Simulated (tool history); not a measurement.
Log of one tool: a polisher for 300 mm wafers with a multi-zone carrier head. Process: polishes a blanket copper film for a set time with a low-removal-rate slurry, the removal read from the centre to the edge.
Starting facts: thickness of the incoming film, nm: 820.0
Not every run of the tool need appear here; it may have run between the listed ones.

run	hour	flow of slurry (ml/min)	pressure of the head's centre zone	pressure of the head's middle zone	pressure of the head's edge zone	abrasive content of the slurry	polishing time (s)	film removed at the wafer's centre (Å)	film removed at mid-radius (Å)	film removed at the wafer's edge (Å)
1	0.0	185	1.00	1.00	1.00	1.0	63	1347.20	1326.10	1317.7
2	5.6	185	1.00	1.00	0.97	1.0	63	1338.20	1346.20	1292.2
3	14.1	185	1.00	1.00	0.97	1.1	63	1348.00	1358.40	1330.0
4	14.7	185	0.94	1.00	0.97	1.1	63	1271.60	1374.90	1344.0
5	18.6	185	0.94	0.96	0.97	1.1	63	1284.00	1322.60	1333.8
6	21.6	170	0.91	0.95	1.00	1.0	58	1106.30	1172.70	1221.0
7	22.8	160	0.89	0.92	1.00	0.9	55	963.37	1057.90	1103.9

The next listed run, before its measurement:
8	23.7	150	0.88	0.89	1.01	0.8	54	?	?	?

Run 8 came out at film removed at the wafer's centre (Å) 920.53, film removed at mid-radius (Å) 969.94, film removed at the wafer's edge (Å) 1053.6.
